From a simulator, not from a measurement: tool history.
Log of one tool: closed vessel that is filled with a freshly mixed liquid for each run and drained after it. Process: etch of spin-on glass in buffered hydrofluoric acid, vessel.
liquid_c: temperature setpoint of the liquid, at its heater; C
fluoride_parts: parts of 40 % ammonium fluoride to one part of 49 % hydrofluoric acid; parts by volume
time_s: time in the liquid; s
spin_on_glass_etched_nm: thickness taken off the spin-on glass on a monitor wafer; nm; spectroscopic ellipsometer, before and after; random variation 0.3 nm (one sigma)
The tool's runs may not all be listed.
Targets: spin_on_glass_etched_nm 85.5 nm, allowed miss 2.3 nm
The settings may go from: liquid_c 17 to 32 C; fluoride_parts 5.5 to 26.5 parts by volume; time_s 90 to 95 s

Run 1, hour 0: liquid_c 25 C, fluoride_parts 16 parts by volume, time_s 90 s. Result: spin_on_glass_etched_nm 116.49 nm.
Run 2, hour 0.9: liquid_c 25 C, fluoride_parts 19.5 parts by volume, time_s 90 s. Result: spin_on_glass_etched_nm 95.783 nm.
Run 3, hour 4: liquid_c 22 C, fluoride_parts 19.5 parts by volume, time_s 90 s. Result: spin_on_glass_etched_nm 81.88 nm.
Run 4, hour 11.5: liquid_c 25 C, fluoride_parts 19.5 parts by volume, time_s 90 s. Result: spin_on_glass_etched_nm 95.819 nm.
Run 5, hour 13.5: liquid_c 24.5 C, fluoride_parts 19.5 parts by volume, time_s 90 s. Result: spin_on_glass_etched_nm 93.628 nm.
At hour 22: thermometer replaced.
Run 6, hour 22: liquid_c 24.5 C, fluoride_parts 19.5 parts by volume, time_s 95 s. Result: spin_on_glass_etched_nm 107.04 nm.
Run 7, hour 23.6: liquid_c 23.5 C, fluoride_parts 19.5 parts by volume, time_s 95 s. Result: spin_on_glass_etched_nm 101.62 nm.
Run 8, hour 25.8: liquid_c 22.5 C, fluoride_parts 19.5 parts by volume, time_s 95 s. Result: spin_on_glass_etched_nm 95.525 nm.

Which of these 4 next moves meets every target?
Run A, hour 28: liquid_c 21 C, fluoride_parts 17.5 parts by volume, time_s 90 s. Result: spin_on_glass_etched_nm ?.
Run B, hour 28: liquid_c 22.5 C, fluoride_parts 21 parts by volume, time_s 95 s. Result: spin_on_glass_etched_nm ?.
Run C, hour 28: liquid_c 22 C, fluoride_parts 21.5 parts by volume, time_s 95 s. Result: spin_on_glass_etched_nm ?.
Run D, hour 28: liquid_c 21.5 C, fluoride_parts 18 parts by volume, time_s 90 s. Result: spin_on_glass_etched_nm ?.

move  spin_on_glass_etched_nm
   A                   93.018
   B                   90.444
   C                    86.56
   D                   93.022
A: nearer than the last run, and not there yet
B: nearer than the last run, and not there yet
C: meets every target
D: nearer than the last run, and not there yet
Move C is the one to make.

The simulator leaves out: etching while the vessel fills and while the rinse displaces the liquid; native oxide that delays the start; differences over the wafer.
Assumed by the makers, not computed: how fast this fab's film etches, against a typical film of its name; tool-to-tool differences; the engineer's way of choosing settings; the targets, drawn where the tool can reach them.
